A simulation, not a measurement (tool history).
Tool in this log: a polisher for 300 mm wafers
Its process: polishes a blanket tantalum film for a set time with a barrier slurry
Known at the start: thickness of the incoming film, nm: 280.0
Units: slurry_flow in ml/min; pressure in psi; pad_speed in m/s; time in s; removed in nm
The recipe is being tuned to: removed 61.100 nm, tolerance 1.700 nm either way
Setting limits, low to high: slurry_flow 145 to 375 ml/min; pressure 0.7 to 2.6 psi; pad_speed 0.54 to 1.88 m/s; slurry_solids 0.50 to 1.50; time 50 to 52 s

run  hour  slurry_flow  pressure  pad_speed  slurry_solids  time  removed
  1   0.0          240       1.6       1.20           1.00    50   73.667
  2   6.9          240       1.6       1.40           1.00    50   84.329
  3  14.2          240       1.6       1.40           1.00    50   84.712
  4  20.2          280       1.6       1.40           1.00    50   85.550
  5  27.2          280       1.6       1.40           0.85    50   81.640
  6  32.9          280       1.5       1.40           0.85    50   78.443
  7  39.7          280       1.4       1.40           0.85    50   73.358
  8  41.2          280       1.2       1.40           0.85    50   64.314

Exactly one of the 4 candidate moves below puts every result within its allowed miss. Which one?
  A  42.7          325       0.9       1.70           0.80    50        ?
  B  42.7          265       1.1       1.56           1.05    50        ?
  C  42.7          195       1.4       1.36           0.85    50        ?
  D  42.7          285       1.2       1.48           0.85    50        ?

move  removed
   A   60.082
   B   68.585
   C   66.996
   D   66.819
A: every result lands within tolerance
B: the biggest miss grows against the last run
C: the biggest miss grows against the last run
D: the biggest miss grows against the last run
The right move is A.
